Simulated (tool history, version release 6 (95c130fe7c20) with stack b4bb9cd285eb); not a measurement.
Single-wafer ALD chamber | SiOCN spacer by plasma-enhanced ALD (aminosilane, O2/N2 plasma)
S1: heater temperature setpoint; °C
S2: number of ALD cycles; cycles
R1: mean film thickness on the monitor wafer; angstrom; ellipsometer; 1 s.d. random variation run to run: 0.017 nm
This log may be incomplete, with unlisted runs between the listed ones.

run  hour   S1  S2      R1
  1   0.0  400  74  49.707
  2   5.5  401  71  47.484
  3   6.1  395  71  48.065
  4  14.2  396  69  46.297
  5  16.9  405  69  46.077
  6  21.7  405  67  44.568
  7  28.0  409  58  37.824
  8  31.4  408  58  38.002
  9  32.6  407  58  38.446
 10  34.6  406  58  38.356

For run 11, what comes out?
 11  42.1  404  61   ?

R1: 40.735 angstrom
